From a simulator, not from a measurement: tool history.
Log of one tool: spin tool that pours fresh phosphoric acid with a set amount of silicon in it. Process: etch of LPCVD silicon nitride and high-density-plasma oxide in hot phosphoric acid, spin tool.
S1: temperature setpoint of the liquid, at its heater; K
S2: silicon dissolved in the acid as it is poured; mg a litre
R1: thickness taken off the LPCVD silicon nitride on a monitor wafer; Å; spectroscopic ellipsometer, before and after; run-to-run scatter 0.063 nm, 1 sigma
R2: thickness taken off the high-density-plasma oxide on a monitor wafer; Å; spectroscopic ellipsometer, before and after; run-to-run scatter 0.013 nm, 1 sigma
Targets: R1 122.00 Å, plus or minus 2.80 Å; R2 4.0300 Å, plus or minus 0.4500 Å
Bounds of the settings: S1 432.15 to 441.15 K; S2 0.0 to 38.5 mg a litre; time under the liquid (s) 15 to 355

Run 1, hour 0.0: S1 437.15 K, S2 17.0 mg a litre, time under the liquid (s) 180. Result: R1 195.73 Å, R2 6.7165 Å.
Run 2, hour 3.0: S1 437.15 K, S2 17.0 mg a litre, time under the liquid (s) 250. Result: R1 274.52 Å, R2 9.6434 Å.
Run 3, hour 4.6: S1 437.15 K, S2 17.0 mg a litre, time under the liquid (s) 300. Result: R1 327.63 Å, R2 11.3760 Å.
Run 4, hour 7.7: S1 438.15 K, S2 17.0 mg a litre, time under the liquid (s) 300. Result: R1 337.59 Å, R2 11.8210 Å.
At hour 14.0: dissolved silicon flow meter replaced.
Run 5, hour 14.0: S1 438.15 K, S2 17.0 mg a litre, time under the liquid (s) 245. Result: R1 277.02 Å, R2 9.6200 Å.
Run 6, hour 22.8: S1 439.65 K, S2 17.0 mg a litre, time under the liquid (s) 245. Result: R1 291.67 Å, R2 10.7170 Å.
Run 7, hour 27.5: S1 437.15 K, S2 12.5 mg a litre, time under the liquid (s) 155. Result: R1 168.72 Å, R2 7.2941 Å.
Run 8, hour 34.3: S1 436.15 K, S2 13.5 mg a litre, time under the liquid (s) 145. Result: R1 153.44 Å, R2 5.3521 Å.
Run 9, hour 34.9: S1 435.15 K, S2 12.0 mg a litre, time under the liquid (s) 145. Result: R1 149.14 Å, R2 5.8090 Å.
Run 10, hour 35.6: S1 432.65 K, S2 20.5 mg a litre, time under the liquid (s) 115. Result: R1 107.94 Å, R2 3.1849 Å.
Run 11, hour 44.4: S1 432.65 K, S2 20.5 mg a litre, time under the liquid (s) 115. Result: R1 108.00 Å, R2 2.9511 Å.

Below are 4 possible settings for the next run. Only one of them brings all results inside the allowed miss of their targets. Which is it?
Run A, hour 53.2: S1 434.15 K, S2 26.5 mg a litre, time under the liquid (s) 130. Result: R1 ?, R2 ?.
Run B, hour 53.2: S1 433.65 K, S2 25.5 mg a litre, time under the liquid (s) 135. Result: R1 ?, R2 ?.
Run C, hour 53.2: S1 432.65 K, S2 24.5 mg a litre, time under the liquid (s) 140. Result: R1 ?, R2 ?.
Run D, hour 53.2: S1 432.65 K, S2 13.5 mg a litre, time under the liquid (s) 130. Result: R1 ?, R2 ?.

move      R1      R2
   A  127.30  2.9142
   B  130.01  3.0189
   C  130.37  3.0057
   D  121.06  3.7976
A: pushes the last run's worst result past its target
B: pushes the last run's worst result past its target
C: pushes the last run's worst result past its target
D: every result lands within tolerance
D is the move that brings every result within its allowed miss.
